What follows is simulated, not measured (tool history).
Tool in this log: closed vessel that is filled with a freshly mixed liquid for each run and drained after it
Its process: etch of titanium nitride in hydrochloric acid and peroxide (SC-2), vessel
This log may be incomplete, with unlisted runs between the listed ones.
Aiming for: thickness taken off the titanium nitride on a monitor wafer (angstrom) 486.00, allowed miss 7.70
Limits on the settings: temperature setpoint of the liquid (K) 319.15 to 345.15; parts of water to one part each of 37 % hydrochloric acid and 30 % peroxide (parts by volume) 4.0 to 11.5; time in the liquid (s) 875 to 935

| run | day | temperature setpoint of the liquid (K) | parts of water to one part each of 37 % hydrochloric acid and 30 % peroxide (parts by volume) | time in the liquid (s) | thickness taken off the titanium nitride on a monitor wafer (angstrom) |
|---|---|---|---|---|---|
| 1 | 0.000 | 335.15 | 6.5 | 875 | 967.11 |
| 2 | 0.212 | 335.15 | 6.5 | 875 | 958.52 |
| 3 | 0.258 | 335.15 | 8.5 | 875 | 782.52 |
| 4 | 0.525 | 335.15 | 8.5 | 935 | 838.00 |
| 5 | 0.725 | 330.15 | 8.5 | 935 | 608.70 |
|  | 0.829 | thermometer replaced |
| 6 | 0.829 | 324.15 | 8.5 | 935 | 355.86 |
| 7 | 0.946 | 324.65 | 8.5 | 935 | 366.70 |
| 8 | 1.242 | 325.15 | 8.5 | 935 | 379.73 |
| 9 | 1.296 | 329.65 | 8.5 | 935 | 505.36 |

Which single option among these 4 for the next run brings every result within its allowed miss of target? Just one does.
| A | 1.350 | 330.15 | 8.0 | 900 | ? |
| B | 1.350 | 330.65 | 9.0 | 875 | ? |
| C | 1.350 | 331.65 | 9.0 | 935 | ? |
| D | 1.350 | 331.65 | 8.5 | 875 | ? |

| move | thickness taken off the titanium nitride on a monitor wafer (angstrom) |
|---|---|
| A | 528.53 |
| B | 482.27 |
| C | 549.13 |
| D | 538.36 |
A: the biggest miss grows against the last run
B: every result within its allowed miss
C: the biggest miss grows against the last run
D: the biggest miss grows against the last run
The move that meets every target is B.

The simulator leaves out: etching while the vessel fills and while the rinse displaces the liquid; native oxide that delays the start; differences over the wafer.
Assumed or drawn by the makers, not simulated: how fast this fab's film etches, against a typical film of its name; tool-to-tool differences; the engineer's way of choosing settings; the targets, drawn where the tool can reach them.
